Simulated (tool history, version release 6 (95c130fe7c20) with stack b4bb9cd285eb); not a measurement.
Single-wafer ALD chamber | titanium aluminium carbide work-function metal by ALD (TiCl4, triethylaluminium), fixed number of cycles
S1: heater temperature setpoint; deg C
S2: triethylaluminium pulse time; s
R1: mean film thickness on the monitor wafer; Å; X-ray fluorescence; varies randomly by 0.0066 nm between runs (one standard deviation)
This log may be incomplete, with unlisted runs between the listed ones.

run  hour   S1     S2      R1
  1   0.0  300  13.83  19.691
  2   2.3  291  13.83  18.799
  3  10.1  298  13.83  19.450
  4  11.4  301  14.14  19.898
  5  19.1  301  11.18  19.474
  6  25.2  301   7.25  17.720
  7  27.7  306   7.98  18.666
  8  31.9  310   8.35  19.312
  9  38.1  313   8.48  19.556
 10  45.9  315   8.75  19.897

Forecast run 11:
 11  49.9  317  8.90   ?

R1: 20.180 Å
